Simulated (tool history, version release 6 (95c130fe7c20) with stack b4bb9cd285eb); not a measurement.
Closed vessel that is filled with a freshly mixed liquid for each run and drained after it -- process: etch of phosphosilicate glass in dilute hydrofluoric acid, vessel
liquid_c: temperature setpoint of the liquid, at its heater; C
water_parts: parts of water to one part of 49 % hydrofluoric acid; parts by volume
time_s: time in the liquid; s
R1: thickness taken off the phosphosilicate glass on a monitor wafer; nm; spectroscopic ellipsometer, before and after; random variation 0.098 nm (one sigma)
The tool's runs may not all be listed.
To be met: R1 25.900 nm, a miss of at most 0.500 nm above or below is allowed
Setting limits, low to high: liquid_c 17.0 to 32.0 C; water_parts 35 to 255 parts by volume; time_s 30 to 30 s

{"run": 1, "hour": 0.0, "liquid_c": 24.0, "water_parts": 145, "time_s": 30, "R1": 18.84}
{"run": 2, "hour": 7.1, "liquid_c": 24.0, "water_parts": 145, "time_s": 30, "R1": 18.968}
{"run": 3, "hour": 8.9, "liquid_c": 26.5, "water_parts": 145, "time_s": 30, "R1": 20.84}
{"run": 4, "hour": 10.8, "liquid_c": 26.5, "water_parts": 145, "time_s": 30, "R1": 20.719}
{"run": 5, "hour": 15.8, "liquid_c": 28.0, "water_parts": 145, "time_s": 30, "R1": 21.961}
{"run": 6, "hour": 19.1, "liquid_c": 29.0, "water_parts": 145, "time_s": 30, "R1": 22.541}
{"run": 7, "hour": 20.9, "liquid_c": 30.0, "water_parts": 145, "time_s": 30, "R1": 23.705}
{"run": 8, "hour": 22.6, "liquid_c": 32.0, "water_parts": 145, "time_s": 30, "R1": 25.32}

Pick the move, out of 5, that brings all results within their allowed miss; only one does.
{"run": "A", "hour": 24.3, "liquid_c": 30.0, "water_parts": 140, "time_s": 30, "R1": "?"}
{"run": "B", "hour": 24.3, "liquid_c": 31.0, "water_parts": 145, "time_s": 30, "R1": "?"}
{"run": "C", "hour": 24.3, "liquid_c": 29.0, "water_parts": 125, "time_s": 30, "R1": "?"}
{"run": "D", "hour": 24.3, "liquid_c": 31.5, "water_parts": 135, "time_s": 30, "R1": "?"}
{"run": "E", "hour": 24.3, "liquid_c": 29.0, "water_parts": 130, "time_s": 30, "R1": "?"}

move=A R1=24.692
move=B R1=24.549
move=C R1=27.196
move=D R1=27.213
move=E R1=25.978
A: the biggest miss grows against the last run
B: the biggest miss grows against the last run
C: the result that was furthest off in the last run now lies on the other side of its target
D: the result that was furthest off in the last run now lies on the other side of its target
E: hits every target within its allowed miss
The move that meets every target is E.
